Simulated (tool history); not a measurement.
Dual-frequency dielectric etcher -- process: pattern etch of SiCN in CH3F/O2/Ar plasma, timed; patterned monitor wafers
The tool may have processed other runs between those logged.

run	hour	source power (kW)	bias power (kW)	etch time (s)	mean etch depth across the wafer (nm)
1	0.0	0.280	0.099	49.5	18.346
2	1.7	0.300	0.100	49.5	18.818
3	7.2	0.300	0.100	49.5	18.879
4	13.1	0.320	0.101	49.5	19.365
5	20.3	0.330	0.102	49.5	19.550
6	28.8	0.340	0.104	49.5	19.922

Forecast run 7:
7	35.0	0.350	0.105	49.5	?

Run 7 produced mean etch depth across the wafer (nm) 20.384.
